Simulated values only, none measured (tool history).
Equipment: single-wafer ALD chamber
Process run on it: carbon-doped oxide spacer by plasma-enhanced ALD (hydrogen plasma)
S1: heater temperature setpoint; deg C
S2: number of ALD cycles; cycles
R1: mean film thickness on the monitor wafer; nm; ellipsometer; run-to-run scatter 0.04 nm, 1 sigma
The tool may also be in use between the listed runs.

Run 1, hour 0: S1 390 deg C, S2 201 cycles. Result: R1 10.054 nm.
Run 2, hour 4: S1 390 deg C, S2 180 cycles. Result: R1 8.987 nm.
Run 3, hour 6.9: S1 383 deg C, S2 180 cycles. Result: R1 9.0199 nm.
Run 4, hour 13.5: S1 378 deg C, S2 180 cycles. Result: R1 8.967 nm.
Run 5, hour 16.5: S1 378 deg C, S2 154 cycles. Result: R1 7.7169 nm.
Run 6, hour 22.7: S1 385 deg C, S2 154 cycles. Result: R1 7.695 nm.
Run 7, hour 24.2: S1 385 deg C, S2 167 cycles. Result: R1 8.3568 nm.
Run 8, hour 30.8: S1 385 deg C, S2 178 cycles. Result: R1 8.9209 nm.
Run 9, hour 39.7: S1 385 deg C, S2 178 cycles. Result: R1 8.8866 nm.
Run 10, hour 42.3: S1 385 deg C, S2 186 cycles. Result: R1 9.2845 nm.
Run 11, hour 44.1: S1 385 deg C, S2 218 cycles. Result: R1 10.872 nm.

Run 12 is up next; what results do you expect?
Run 12, hour 45.5: S1 385 deg C, S2 219 cycles. Result: R1 ?.

{"run 12": {"R1": 11.012}}
